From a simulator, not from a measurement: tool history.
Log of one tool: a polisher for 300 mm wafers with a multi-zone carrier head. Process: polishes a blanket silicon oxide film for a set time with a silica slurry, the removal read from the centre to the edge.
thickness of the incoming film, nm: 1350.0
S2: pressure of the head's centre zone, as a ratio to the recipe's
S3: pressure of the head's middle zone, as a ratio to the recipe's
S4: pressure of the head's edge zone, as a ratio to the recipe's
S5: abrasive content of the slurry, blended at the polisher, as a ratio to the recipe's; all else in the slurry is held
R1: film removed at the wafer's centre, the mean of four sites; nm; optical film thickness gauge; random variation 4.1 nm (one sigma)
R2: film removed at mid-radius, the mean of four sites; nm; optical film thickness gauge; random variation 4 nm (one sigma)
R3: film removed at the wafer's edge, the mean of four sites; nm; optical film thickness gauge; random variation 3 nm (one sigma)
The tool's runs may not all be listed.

run 1 day=0.000 | flow_of_slurry_(ml/min)=225 S2=1.00 S3=1.00 S4=1.00 S5=1.00 polishing_time_(s)=76 | R1=262.45 R2=254.51 R3=262.64
run 2 day=0.054 | flow_of_slurry_(ml/min)=225 S2=0.93 S3=1.00 S4=1.00 S5=1.00 polishing_time_(s)=76 | R1=245.20 R2=251.55 R3=269.93
run 3 day=0.079 | flow_of_slurry_(ml/min)=225 S2=0.85 S3=1.00 S4=1.00 S5=1.00 polishing_time_(s)=76 | R1=230.25 R2=246.75 R3=264.44
run 4 day=0.175 | flow_of_slurry_(ml/min)=230 S2=0.87 S3=1.00 S4=1.02 S5=1.05 polishing_time_(s)=76 | R1=233.80 R2=259.07 R3=273.29
run 5 day=0.533 | flow_of_slurry_(ml/min)=200 S2=0.87 S3=1.00 S4=1.02 S5=1.05 polishing_time_(s)=76 | R1=228.22 R2=256.82 R3=266.46
run 6 day=0.771 | flow_of_slurry_(ml/min)=215 S2=0.89 S3=0.99 S4=1.03 S5=1.10 polishing_time_(s)=76 | R1=245.61 R2=258.09 R3=272.90
run 7 day=1.117 | flow_of_slurry_(ml/min)=220 S2=0.88 S3=0.98 S4=1.13 S5=1.35 polishing_time_(s)=78 | R1=264.57 R2=288.30 R3=315.53

The next listed run, before its measurement:
run 8 day=1.262 | flow_of_slurry_(ml/min)=230 S2=0.89 S3=0.98 S4=1.14 S5=1.35 polishing_time_(s)=78 | R1=? R2=? R3=?

{"run 8": {"R1": 273.03, "R2": 288.3, "R3": 321.62}}
